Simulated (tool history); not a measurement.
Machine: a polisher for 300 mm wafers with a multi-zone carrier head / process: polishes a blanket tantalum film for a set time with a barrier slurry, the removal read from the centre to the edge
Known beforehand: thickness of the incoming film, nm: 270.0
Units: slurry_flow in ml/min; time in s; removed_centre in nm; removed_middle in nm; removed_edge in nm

Run 1, hour 0.0: slurry_flow 130 ml/min, centre_zone 1.00, middle_zone 1.00, edge_zone 1.00, slurry_solids 1.00, time 72 s. Result: removed_centre 91.659 nm, removed_middle 89.956 nm, removed_edge 87.408 nm.
Run 2, hour 4.6: slurry_flow 130 ml/min, centre_zone 1.00, middle_zone 1.00, edge_zone 1.03, slurry_solids 1.00, time 72 s. Result: removed_centre 91.022 nm, removed_middle 88.542 nm, removed_edge 88.989 nm.
Run 3, hour 6.7: slurry_flow 130 ml/min, centre_zone 1.04, middle_zone 1.00, edge_zone 1.03, slurry_solids 1.00, time 72 s. Result: removed_centre 94.901 nm, removed_middle 88.462 nm, removed_edge 88.173 nm.
Run 4, hour 14.9: slurry_flow 140 ml/min, centre_zone 1.06, middle_zone 0.99, edge_zone 1.06, slurry_solids 1.10, time 74 s. Result: removed_centre 101.600 nm, removed_middle 95.055 nm, removed_edge 96.257 nm.
Run 5, hour 15.5: slurry_flow 160 ml/min, centre_zone 1.06, middle_zone 0.99, edge_zone 1.06, slurry_solids 1.10, time 74 s. Result: removed_centre 106.510 nm, removed_middle 96.301 nm, removed_edge 97.225 nm.
Run 6, hour 17.8: slurry_flow 160 ml/min, centre_zone 1.14, middle_zone 0.99, edge_zone 1.06, slurry_solids 1.10, time 74 s. Result: removed_centre 114.030 nm, removed_middle 96.338 nm, removed_edge 96.417 nm.
At hour 25.2: edge zone pressure recalibrated.
Run 7, hour 25.2: slurry_flow 165 ml/min, centre_zone 1.15, middle_zone 0.97, edge_zone 1.08, slurry_solids 1.20, time 76 s. Result: removed_centre 120.520 nm, removed_middle 101.170 nm, removed_edge 105.830 nm.
Run 8, hour 26.1: slurry_flow 170 ml/min, centre_zone 1.16, middle_zone 0.95, edge_zone 1.07, slurry_solids 1.25, time 77 s. Result: removed_centre 125.480 nm, removed_middle 100.660 nm, removed_edge 109.100 nm.
Run 9, hour 34.2: slurry_flow 175 ml/min, centre_zone 1.17, middle_zone 0.94, edge_zone 1.07, slurry_solids 1.30, time 78 s. Result: removed_centre 130.480 nm, removed_middle 103.240 nm, removed_edge 113.010 nm.
Run 10, hour 37.0: slurry_flow 180 ml/min, centre_zone 1.17, middle_zone 0.93, edge_zone 1.07, slurry_solids 1.35, time 79 s. Result: removed_centre 132.200 nm, removed_middle 104.390 nm, removed_edge 114.920 nm.

Run 11 is up next; what results do you expect?
Run 11, hour 38.2: slurry_flow 185 ml/min, centre_zone 1.17, middle_zone 0.92, edge_zone 1.07, slurry_solids 1.40, time 80 s. Result: removed_centre ?, removed_middle ?, removed_edge ?.

removed_centre: 135.980 nm
removed_middle: 105.160 nm
removed_edge: 116.950 nm
